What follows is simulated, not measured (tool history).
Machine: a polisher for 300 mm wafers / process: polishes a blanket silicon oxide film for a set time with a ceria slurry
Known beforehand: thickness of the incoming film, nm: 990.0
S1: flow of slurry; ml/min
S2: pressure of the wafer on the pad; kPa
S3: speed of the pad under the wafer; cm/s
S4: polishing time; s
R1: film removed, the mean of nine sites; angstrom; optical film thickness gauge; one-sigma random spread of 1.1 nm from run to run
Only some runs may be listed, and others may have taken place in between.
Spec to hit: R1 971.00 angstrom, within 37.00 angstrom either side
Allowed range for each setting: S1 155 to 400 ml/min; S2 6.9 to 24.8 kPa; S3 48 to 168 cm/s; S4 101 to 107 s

{"run": 1, "hour": 0.0, "S1": 255, "S2": 15.9, "S3": 108, "S4": 101, "R1": 2966.2}
{"run": 2, "hour": 4.4, "S1": 255, "S2": 15.9, "S3": 82, "S4": 101, "R1": 2304.8}
{"run": 3, "hour": 9.0, "S1": 255, "S2": 15.9, "S3": 68, "S4": 101, "R1": 1917.2}
{"run": 4, "hour": 12.0, "S1": 255, "S2": 13.8, "S3": 66, "S4": 101, "R1": 1648.5}
{"run": 5, "hour": 13.5, "S1": 255, "S2": 13.8, "S3": 66, "S4": 107, "R1": 1720.3}
{"run": 6, "hour": 19.6, "S1": 255, "S2": 13.8, "S3": 54, "S4": 107, "R1": 1452.0}
{"run": 7, "hour": 22.4, "S1": 255, "S2": 12.4, "S3": 54, "S4": 107, "R1": 1280.0}
{"run": 8, "hour": 25.4, "S1": 255, "S2": 11.7, "S3": 54, "S4": 107, "R1": 1233.6}
{"run": 9, "hour": 28.3, "S1": 255, "S2": 11.0, "S3": 54, "S4": 107, "R1": 1187.2}
{"run": 10, "hour": 33.2, "S1": 255, "S2": 10.3, "S3": 54, "S4": 107, "R1": 1095.9}
{"run": 11, "hour": 38.9, "S1": 255, "S2": 8.3, "S3": 54, "S4": 107, "R1": 874.73}

Which of these 5 next moves meets every target?
{"run": "A", "hour": 44.6, "S1": 350, "S2": 8.3, "S3": 62, "S4": 102, "R1": "?"}
{"run": "B", "hour": 44.6, "S1": 205, "S2": 9.0, "S3": 52, "S4": 104, "R1": "?"}
{"run": "C", "hour": 44.6, "S1": 310, "S2": 7.6, "S3": 76, "S4": 101, "R1": "?"}
{"run": "D", "hour": 44.6, "S1": 195, "S2": 9.0, "S3": 64, "S4": 107, "R1": "?"}
{"run": "E", "hour": 44.6, "S1": 310, "S2": 10.3, "S3": 56, "S4": 102, "R1": "?"}

move=A R1=967.70
move=B R1=870.86
move=C R1=1064.10
move=D R1=1086.60
move=E R1=1078.20
A: every result within its allowed miss
B: no better and no worse than the last run
C: carries the result that was furthest off beyond its target, to the other side
D: carries the result that was furthest off beyond its target, to the other side
E: carries the result that was furthest off beyond its target, to the other side
Move A is the one to make.
